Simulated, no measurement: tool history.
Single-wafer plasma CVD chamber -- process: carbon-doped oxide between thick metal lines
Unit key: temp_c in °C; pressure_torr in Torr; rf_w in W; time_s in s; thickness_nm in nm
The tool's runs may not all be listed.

run	day	temp_c	pressure_torr	rf_w	time_s	thickness_nm
1	0	345	6.36	655	87	544.15
2	0.112	345	6.36	655	83	520.48
3	0.275	345	6.36	585	83	481.25
4	0.525	343	6.55	605	83	496.07
5	0.796	347	6.55	605	83	490.35
6	0.908	345	6.66	620	83	500.92
7	1.112	343	6.68	635	83	516.04
8	1.138	343	6.68	635	83	512.49

Expected results for the next run?
9	1.183	342	6.72	650	83	?

thickness_nm: 523.7 nm
